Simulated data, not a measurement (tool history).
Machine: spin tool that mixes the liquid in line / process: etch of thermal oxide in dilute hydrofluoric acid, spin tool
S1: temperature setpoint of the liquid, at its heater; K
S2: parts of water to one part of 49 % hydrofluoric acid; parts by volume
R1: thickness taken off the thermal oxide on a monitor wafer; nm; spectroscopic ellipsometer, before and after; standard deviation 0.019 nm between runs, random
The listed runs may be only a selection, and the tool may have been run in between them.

Run 1, hour 0.0: S1 297.15 K, S2 70 parts by volume, time under the liquid (s) 50. Result: R1 3.3534 nm.
Run 2, hour 3.7: S1 297.15 K, S2 70 parts by volume, time under the liquid (s) 30. Result: R1 1.9745 nm.
Run 3, hour 9.3: S1 297.15 K, S2 70 parts by volume, time under the liquid (s) 50. Result: R1 3.3559 nm.
Run 4, hour 17.2: S1 296.65 K, S2 70 parts by volume, time under the liquid (s) 50. Result: R1 3.2667 nm.
Run 5, hour 22.7: S1 297.15 K, S2 70 parts by volume, time under the liquid (s) 50. Result: R1 3.3329 nm.
Run 6, hour 24.4: S1 297.15 K, S2 70 parts by volume, time under the liquid (s) 50. Result: R1 3.3553 nm.
Run 7, hour 33.0: S1 296.65 K, S2 70 parts by volume, time under the liquid (s) 50. Result: R1 3.2899 nm.

For run 8, what comes out?
Run 8, hour 39.9: S1 297.15 K, S2 70 parts by volume, time under the liquid (s) 50. Result: R1 ?.

Run 8 measured R1 3.3058 nm.
